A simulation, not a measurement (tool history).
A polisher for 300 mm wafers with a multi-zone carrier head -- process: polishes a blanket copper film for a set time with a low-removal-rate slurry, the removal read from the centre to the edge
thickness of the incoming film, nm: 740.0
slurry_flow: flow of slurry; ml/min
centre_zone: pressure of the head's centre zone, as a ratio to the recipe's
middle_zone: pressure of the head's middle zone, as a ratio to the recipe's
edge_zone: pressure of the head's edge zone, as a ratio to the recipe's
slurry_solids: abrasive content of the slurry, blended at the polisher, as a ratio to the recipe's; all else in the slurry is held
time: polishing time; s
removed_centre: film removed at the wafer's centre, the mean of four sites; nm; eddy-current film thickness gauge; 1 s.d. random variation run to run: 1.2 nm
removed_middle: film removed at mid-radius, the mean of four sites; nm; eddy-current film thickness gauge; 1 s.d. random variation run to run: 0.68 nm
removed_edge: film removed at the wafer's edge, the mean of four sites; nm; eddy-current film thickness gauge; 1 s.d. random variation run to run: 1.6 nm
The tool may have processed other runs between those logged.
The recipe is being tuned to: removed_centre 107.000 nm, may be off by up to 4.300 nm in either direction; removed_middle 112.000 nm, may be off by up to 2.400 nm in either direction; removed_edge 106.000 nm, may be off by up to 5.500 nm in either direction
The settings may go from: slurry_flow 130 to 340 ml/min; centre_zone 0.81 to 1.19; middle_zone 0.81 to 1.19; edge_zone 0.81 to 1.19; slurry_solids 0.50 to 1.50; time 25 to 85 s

run,hour,slurry_flow,centre_zone,middle_zone,edge_zone,slurry_solids,time,removed_centre,removed_middle,removed_edge
1,0.0,220,1.00,1.00,1.00,1.00,55,87.028,87.208,87.413
2,2.3,235,1.02,1.04,1.04,1.10,55,91.121,91.238,88.536
3,9.5,235,1.02,0.97,1.04,1.10,55,89.307,86.233,89.676
4,18.0,235,1.02,0.90,1.04,1.10,55,90.510,81.077,88.745
5,19.6,235,1.03,0.96,1.06,1.20,56,93.471,87.757,96.251
6,22.6,235,1.09,0.96,1.06,1.20,56,99.078,87.440,94.422
7,24.8,245,1.09,1.02,1.07,1.30,56,100.150,93.607,96.236
8,27.6,290,1.11,1.12,1.16,1.50,57,108.960,106.790,106.880
9,33.0,295,1.10,1.13,1.16,1.50,57,106.260,108.180,104.860
10,41.1,295,1.10,1.14,1.16,1.50,57,106.650,109.430,103.840
11,44.0,295,1.10,1.14,1.17,1.50,57,108.850,110.280,104.850
12,49.5,295,1.09,1.14,1.17,1.50,57,107.560,108.530,109.240

Consider the 4 candidate settings below. Which is the only one whose results all fall within their allowed miss of target?
A,55.0,305,1.13,1.14,1.16,1.45,55,?,?,?
B,55.0,275,1.06,1.17,1.09,1.35,59,?,?,?
C,55.0,330,1.00,0.98,1.04,1.50,60,?,?,?
D,55.0,335,1.19,1.10,1.10,1.45,55,?,?,?

move,removed_centre,removed_middle,removed_edge
A,107.410,105.520,100.160
B,106.980,112.900,102.150
C,108.040,103.830,105.290
D,112.950,103.490,98.390
A: lands further from the targets than the last run did
B: in spec on every target
C: lands further from the targets than the last run did
D: lands further from the targets than the last run did
B meets every target.
